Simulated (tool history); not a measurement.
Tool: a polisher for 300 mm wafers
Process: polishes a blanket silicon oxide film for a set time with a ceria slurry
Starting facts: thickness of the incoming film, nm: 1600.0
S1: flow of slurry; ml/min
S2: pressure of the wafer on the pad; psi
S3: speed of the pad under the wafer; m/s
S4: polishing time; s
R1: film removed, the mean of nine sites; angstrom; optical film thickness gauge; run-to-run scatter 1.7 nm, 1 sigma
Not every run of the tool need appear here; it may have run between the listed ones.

run	hour	S1	S2	S3	S4	R1
1	0.0	250	2.3	1.26	62	2166.2
2	1.3	250	2.2	1.26	62	2093.1
3	4.6	250	2.2	1.26	65	2150.9
4	11.9	250	2.2	1.26	62	2062.5
5	15.2	250	2.2	1.50	62	2457.0
6	23.0	250	2.4	1.50	62	2699.7

Expected results for the next run?
7	29.8	250	2.2	1.50	62	?

R1: 2408.5 angstrom

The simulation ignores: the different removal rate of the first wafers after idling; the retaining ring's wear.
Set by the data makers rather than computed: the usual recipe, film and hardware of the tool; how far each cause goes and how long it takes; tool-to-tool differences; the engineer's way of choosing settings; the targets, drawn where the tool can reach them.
